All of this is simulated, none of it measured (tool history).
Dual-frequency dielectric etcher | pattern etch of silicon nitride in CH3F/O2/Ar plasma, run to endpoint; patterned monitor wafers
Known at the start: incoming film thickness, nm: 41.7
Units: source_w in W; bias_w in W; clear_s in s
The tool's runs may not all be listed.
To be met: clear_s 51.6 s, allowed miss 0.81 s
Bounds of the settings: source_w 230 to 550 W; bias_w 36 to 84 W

run  hour  source_w  bias_w  clear_s
  1     0       390      60   60.057
  2   7.5       390      64   58.877
  3  14.9       390      53   62.127
  4  16.5       390      63    58.89
  5    18       330      63   62.202
  6  23.5       290      63   64.958
  7  31.6       310      63   64.046
  8  36.2       330      63   63.015
  9  42.2       350      63   61.723
     46.9  -- source power generator calibrated
 10  46.9       370      63   60.363
 11  55.3       390      63   60.057
 12  63.7       410      64    58.37
 13  65.9       420      65   57.766
 14  68.1       430      66   56.867
 15  75.1       510      68   53.578

Which of these 4 next moves meets every target?
  A  82.1       480      63        ?
  B  82.1       520      50        ?
  C  82.1       490      64        ?
  D  82.1       550      68        ?

move  clear_s
   A   55.529
   B   57.343
   C   54.892
   D   51.828
A: further off than the last run
B: further off than the last run
C: further off than the last run
D: meets every target
The right move is D.

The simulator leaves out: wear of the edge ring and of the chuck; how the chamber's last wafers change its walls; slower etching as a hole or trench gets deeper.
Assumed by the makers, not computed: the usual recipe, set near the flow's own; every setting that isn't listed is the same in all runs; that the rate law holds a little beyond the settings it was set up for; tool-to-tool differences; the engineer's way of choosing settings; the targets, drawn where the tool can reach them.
